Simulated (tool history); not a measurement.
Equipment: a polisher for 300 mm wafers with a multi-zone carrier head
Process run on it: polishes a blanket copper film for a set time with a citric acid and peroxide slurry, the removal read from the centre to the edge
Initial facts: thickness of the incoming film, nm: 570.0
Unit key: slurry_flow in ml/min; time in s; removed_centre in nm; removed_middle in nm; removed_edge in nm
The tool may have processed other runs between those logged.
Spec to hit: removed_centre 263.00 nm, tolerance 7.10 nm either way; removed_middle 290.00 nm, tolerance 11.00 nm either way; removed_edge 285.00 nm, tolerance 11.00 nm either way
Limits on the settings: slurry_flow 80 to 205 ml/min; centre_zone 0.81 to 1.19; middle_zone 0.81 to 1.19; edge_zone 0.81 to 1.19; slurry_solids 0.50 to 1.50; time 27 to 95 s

run	day	slurry_flow	centre_zone	middle_zone	edge_zone	slurry_solids	time	removed_centre	removed_middle	removed_edge
1	0.000	135	1.00	1.00	1.00	1.00	61	201.19	197.49	194.70
2	0.317	140	0.99	1.03	1.05	1.15	64	219.38	220.15	218.87
3	0.625	150	0.98	1.06	1.09	1.25	66	228.41	240.62	238.61
4	0.779	150	0.98	1.06	1.09	1.05	66	217.98	226.13	227.89
5	0.821	160	0.98	1.08	1.12	1.20	67	230.56	249.13	248.67
6	0.842	170	1.00	1.10	1.14	1.25	67	243.47	249.05	248.69
7	0.954	175	0.99	1.11	1.15	1.35	68	247.50	264.31	260.12
8	1.258	175	0.99	1.12	1.16	1.40	69	256.56	274.78	270.47
9	1.517	180	0.99	1.13	1.17	1.45	69	260.76	279.27	275.38
10	1.733	180	0.98	1.14	1.18	1.45	69	255.78	282.22	276.70

Pick the move, out of 4, that brings all results within their allowed miss; only one does.
A	1.950	195	0.96	1.11	1.17	1.40	73	?	?	?
B	1.950	205	0.93	1.10	1.15	1.45	70	?	?	?
C	1.950	160	0.93	1.00	1.19	1.30	74	?	?	?
D	1.950	145	0.95	1.02	1.19	1.50	73	?	?	?

move	removed_centre	removed_middle	removed_edge
A	263.00	285.94	291.18
B	248.14	276.85	280.54
C	246.28	260.27	287.25
D	254.36	266.66	291.79
A: meets every target
B: the biggest miss grows against the last run
C: the biggest miss grows against the last run
D: the biggest miss grows against the last run
The right move is A.

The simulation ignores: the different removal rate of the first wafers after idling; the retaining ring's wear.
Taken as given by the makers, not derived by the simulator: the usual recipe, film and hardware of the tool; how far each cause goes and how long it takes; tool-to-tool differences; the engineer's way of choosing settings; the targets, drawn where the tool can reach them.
